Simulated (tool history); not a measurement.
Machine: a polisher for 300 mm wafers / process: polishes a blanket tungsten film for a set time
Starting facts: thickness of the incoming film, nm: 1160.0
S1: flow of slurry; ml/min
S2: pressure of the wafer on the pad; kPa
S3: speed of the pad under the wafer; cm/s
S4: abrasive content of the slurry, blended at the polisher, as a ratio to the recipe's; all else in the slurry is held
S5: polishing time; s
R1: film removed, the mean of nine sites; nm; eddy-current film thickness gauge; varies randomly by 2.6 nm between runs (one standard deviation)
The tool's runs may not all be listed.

run  hour   S1    S2   S3   S4  S5      R1
  1     0  245    29   96    1  91  434.89
  2   8.5  245    29  106    1  91  482.03
  3  13.6  245  26.9  102    1  91  430.33
  4  20.1  245  26.9  102  0.8  91  408.55
  5  24.2  245  24.8  100  0.8  91     379
  6  29.4  275  24.8  100  0.8  91  387.22
  7  35.5  270  22.8   96  0.8  91  348.53
  8  40.8  265  21.4   94  0.8  91  326.35
  9  42.1  260    20   92  0.8  91  302.18
 10  50.1  255  18.6   90  0.8  91  282.98
 11  51.1  250  17.9   88  0.8  91  270.07
 12  54.2  245  17.2   86  0.8  91  255.47

Forecast run 13:
 13  55.8  245  17.2  86  0.8  91   ?

{"run 13": {"R1": 260.11}}
